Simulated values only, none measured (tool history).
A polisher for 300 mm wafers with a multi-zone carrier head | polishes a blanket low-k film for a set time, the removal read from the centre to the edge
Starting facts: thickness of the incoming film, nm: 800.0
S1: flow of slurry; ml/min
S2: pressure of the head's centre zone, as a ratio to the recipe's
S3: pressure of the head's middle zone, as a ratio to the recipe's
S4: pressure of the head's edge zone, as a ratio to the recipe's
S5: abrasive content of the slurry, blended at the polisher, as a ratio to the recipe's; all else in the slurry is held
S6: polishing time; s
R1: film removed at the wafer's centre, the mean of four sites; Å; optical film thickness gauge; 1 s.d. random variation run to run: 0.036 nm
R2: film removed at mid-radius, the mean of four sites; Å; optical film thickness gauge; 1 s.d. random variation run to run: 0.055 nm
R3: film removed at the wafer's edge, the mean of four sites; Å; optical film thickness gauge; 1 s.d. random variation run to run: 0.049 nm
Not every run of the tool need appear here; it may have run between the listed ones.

run	hour	S1	S2	S3	S4	S5	S6	R1	R2	R3
1	0.0	270	1.00	1.00	1.00	1.00	35	72.426	72.346	69.166
2	3.2	270	0.99	1.00	0.99	0.95	34	68.125	67.908	63.148
3	3.8	265	0.97	0.99	0.99	0.90	33	61.929	60.431	60.084
4	5.8	265	0.97	1.02	0.99	0.90	33	62.098	63.729	60.367
# hour 10.6: worn pad replaced by a new one
5	10.6	270	0.96	1.02	0.97	0.85	32	62.282	64.265	61.787
6	15.9	260	0.98	1.04	1.00	0.80	31	58.784	61.592	56.695
7	16.8	255	0.98	1.04	1.01	0.75	30	53.129	57.811	53.424
8	19.1	250	1.00	1.03	1.02	0.70	29	49.467	50.296	48.876
9	25.6	250	1.00	1.03	1.02	0.70	29	50.406	50.938	47.596
10	33.3	245	1.00	1.03	1.04	0.70	29	49.144	51.030	49.314

Run 11 has not been measured yet. What should we expect?
11	39.2	240	1.01	1.04	1.04	0.70	28	?	?	?

{"run 11": {"R1": 48.453, "R2": 48.828, "R3": 48.006}}
